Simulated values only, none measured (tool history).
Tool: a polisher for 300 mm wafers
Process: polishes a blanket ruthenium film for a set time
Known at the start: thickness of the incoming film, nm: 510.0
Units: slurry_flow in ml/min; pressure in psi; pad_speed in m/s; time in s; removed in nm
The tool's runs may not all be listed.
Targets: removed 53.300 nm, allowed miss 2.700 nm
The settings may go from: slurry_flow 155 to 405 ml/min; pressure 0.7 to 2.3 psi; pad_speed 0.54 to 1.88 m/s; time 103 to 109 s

| run | hour | slurry_flow | pressure | pad_speed | time | removed |
|---|---|---|---|---|---|---|
| 1 | 0.0 | 260 | 1.5 | 1.20 | 103 | 91.475 |
| 2 | 5.5 | 260 | 1.5 | 1.40 | 103 | 108.440 |
| 3 | 12.1 | 260 | 1.5 | 1.40 | 103 | 107.470 |
| 4 | 18.9 | 260 | 1.3 | 1.34 | 103 | 88.771 |
| 5 | 21.3 | 260 | 1.1 | 1.32 | 103 | 74.931 |
| 6 | 26.2 | 260 | 1.1 | 1.32 | 109 | 78.855 |
| 7 | 27.9 | 260 | 1.1 | 1.32 | 109 | 81.380 |
| 8 | 32.7 | 260 | 1.1 | 1.32 | 109 | 81.692 |
| 9 | 36.4 | 260 | 0.7 | 1.10 | 108 | 43.826 |
| 10 | 39.5 | 260 | 0.8 | 1.10 | 108 | 49.022 |

5 next moves are on the table. One of them brings every result within its allowed miss. Which?
| A | 42.6 | 280 | 1.2 | 0.90 | 108 | ? |
| B | 42.6 | 275 | 0.9 | 1.14 | 109 | ? |
| C | 42.6 | 255 | 0.9 | 1.14 | 109 | ? |
| D | 42.6 | 225 | 1.2 | 0.82 | 108 | ? |
| E | 42.6 | 290 | 0.9 | 1.16 | 109 | ? |

| move | removed |
|---|---|
| A | 60.835 |
| B | 58.458 |
| C | 58.015 |
| D | 54.363 |
| E | 59.751 |
A: takes the result that was furthest off past its target
B: takes the result that was furthest off past its target
C: takes the result that was furthest off past its target
D: meets every target
E: takes the result that was furthest off past its target
Answer: D
